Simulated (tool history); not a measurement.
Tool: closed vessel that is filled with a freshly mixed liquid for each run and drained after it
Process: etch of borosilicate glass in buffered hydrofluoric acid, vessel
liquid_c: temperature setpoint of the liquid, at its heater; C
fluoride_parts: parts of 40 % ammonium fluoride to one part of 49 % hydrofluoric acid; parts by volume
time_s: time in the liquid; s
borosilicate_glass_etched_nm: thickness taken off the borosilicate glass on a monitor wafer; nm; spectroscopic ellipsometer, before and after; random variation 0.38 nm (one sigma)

run  hour  liquid_c  fluoride_parts  time_s  borosilicate_glass_etched_nm
  1   0.0      25.0            11.0      90                       127.100
  2   5.5      25.0            11.0     100                       141.830
  3   8.0      22.5            12.0     100                       112.480
  4  10.5      25.5            12.0     100                       132.640
  5  16.5      25.5            12.0     100                       132.240
  6  18.1      23.5            12.0     100                       119.820
  7  24.6      21.5            12.5     100                       102.910
  8  28.9      20.0            13.0     100                        90.864

The next listed run, before its measurement:
  9  30.1      19.0            13.5     100                             ?

{"run 9": {"borosilicate_glass_etched_nm": 83.591}}

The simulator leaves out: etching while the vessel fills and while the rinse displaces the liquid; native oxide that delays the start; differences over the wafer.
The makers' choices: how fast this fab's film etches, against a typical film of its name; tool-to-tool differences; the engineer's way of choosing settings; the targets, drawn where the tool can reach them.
